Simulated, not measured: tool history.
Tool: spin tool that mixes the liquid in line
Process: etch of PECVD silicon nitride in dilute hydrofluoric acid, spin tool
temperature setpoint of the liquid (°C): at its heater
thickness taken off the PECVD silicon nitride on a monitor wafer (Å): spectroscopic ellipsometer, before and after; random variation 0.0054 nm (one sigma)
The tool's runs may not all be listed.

| run | day | temperature setpoint of the liquid (°C) | parts of water to one part of 49 % hydrofluoric acid (parts by volume) | time under the liquid (s) | thickness taken off the PECVD silicon nitride on a monitor wafer (Å) |
|---|---|---|---|---|---|
| 1 | 0.000 | 21.0 | 90 | 45 | 22.734 |
| 2 | 0.217 | 20.5 | 95 | 45 | 20.873 |
| 3 | 0.296 | 20.0 | 100 | 45 | 19.133 |
| 4 | 0.471 | 20.0 | 125 | 45 | 15.510 |
| 5 | 0.558 | 20.0 | 135 | 45 | 14.315 |
| 6 | 0.588 | 23.5 | 135 | 45 | 18.030 |
| 7 | 0.825 | 22.5 | 135 | 45 | 17.059 |
| 8 | 0.933 | 21.5 | 135 | 45 | 15.872 |
| 9 | 0.979 | 21.0 | 135 | 45 | 15.478 |

Run 10 comes next. What will it give?
| 10 | 1.042 | 20.5 | 135 | 45 | ? |

Run 10 gave thickness taken off the PECVD silicon nitride on a monitor wafer (Å) 14.909.
